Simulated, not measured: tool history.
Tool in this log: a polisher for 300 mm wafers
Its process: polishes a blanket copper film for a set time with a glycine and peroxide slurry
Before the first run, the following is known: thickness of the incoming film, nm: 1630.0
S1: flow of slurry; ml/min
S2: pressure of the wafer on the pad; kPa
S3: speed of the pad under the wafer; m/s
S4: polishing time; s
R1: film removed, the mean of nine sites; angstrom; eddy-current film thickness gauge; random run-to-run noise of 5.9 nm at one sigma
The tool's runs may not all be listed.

run 1 day=0 | S1=205 S2=19.3 S3=0.9 S4=109 | R1=5195.4
run 2 day=0.346 | S1=165 S2=19.3 S3=0.9 S4=109 | R1=5114.8
run 3 day=0.654 | S1=165 S2=17.9 S3=0.88 S4=109 | R1=4772.2
run 4 day=0.929 | S1=165 S2=17.9 S3=0.88 S4=109 | R1=4871.6
run 5 day=1.012 | S1=165 S2=16.5 S3=0.86 S4=109 | R1=4433.3
run 6 day=1.333 | S1=210 S2=16.5 S3=0.86 S4=109 | R1=4647.2
run 7 day=1.542 | S1=210 S2=15.2 S3=0.86 S4=109 | R1=4481.3
-- day=1.858 worn pad replaced by a new one
run 8 day=1.858 | S1=210 S2=14.5 S3=0.86 S4=109 | R1=4663.4

What will run 9 give?
run 9 day=1.938 | S1=205 S2=13.1 S3=0.84 S4=109 | R1=?

Run 9 measured R1 4445.3 angstrom.
